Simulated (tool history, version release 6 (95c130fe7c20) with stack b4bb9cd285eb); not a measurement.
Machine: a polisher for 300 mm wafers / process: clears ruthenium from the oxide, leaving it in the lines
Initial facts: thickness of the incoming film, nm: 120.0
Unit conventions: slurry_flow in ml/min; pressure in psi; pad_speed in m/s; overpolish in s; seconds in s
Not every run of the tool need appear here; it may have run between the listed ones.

run,day,slurry_flow,pressure,pad_speed,overpolish,seconds
1,0,285,2.2,1.2,10,76.006
2,0.183,330,2.2,1.2,10,74.435
3,0.454,330,1.9,1.18,10,89.739
4,0.538,330,1.8,1.18,10,91.427
5,0.617,275,1.8,1.18,10,93.615
6,0.754,275,2.1,1.18,10,82.006
7,1.004,275,1.9,1.16,10,89.12

What will run 8 give?
8,1.162,275,1.7,1.14,10,?

Run 8 measured seconds 98.573 s.
